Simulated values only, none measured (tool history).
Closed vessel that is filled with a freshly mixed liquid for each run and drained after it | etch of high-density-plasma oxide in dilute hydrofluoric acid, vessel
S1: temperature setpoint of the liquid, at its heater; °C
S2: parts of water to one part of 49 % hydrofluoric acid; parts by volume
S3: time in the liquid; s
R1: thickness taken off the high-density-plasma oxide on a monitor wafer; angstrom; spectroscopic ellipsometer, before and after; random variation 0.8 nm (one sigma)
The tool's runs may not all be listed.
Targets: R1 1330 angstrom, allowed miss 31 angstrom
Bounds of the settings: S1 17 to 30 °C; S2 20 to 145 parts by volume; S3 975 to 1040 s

run  hour    S1  S2   S3      R1
  1     0    22  80  975   705.4
  2   6.7    22  95  975  586.18
  3    13  24.5  85  975  730.42
  4    21    26  75  975  893.24
  5  26.6    27  70  975  1006.4
  6    28    27  60  975  1194.7
  7  33.2    28  60  975  1236.7
  8  35.2  28.5  60  975  1259.3

Which of these 4 next moves meets every target?
  A  37.2  29.5  65   975   ?
  B  37.2  28.5  65  1005   ?
  C  37.2    30  60   980   ?
  D  37.2  24.5  55   975   ?

move      R1
   A  1194.2
   B  1183.8
   C  1335.8
   D  1172.8
A: further off than the last run
B: further off than the last run
C: meets every target
D: further off than the last run
Move C is the one to make.
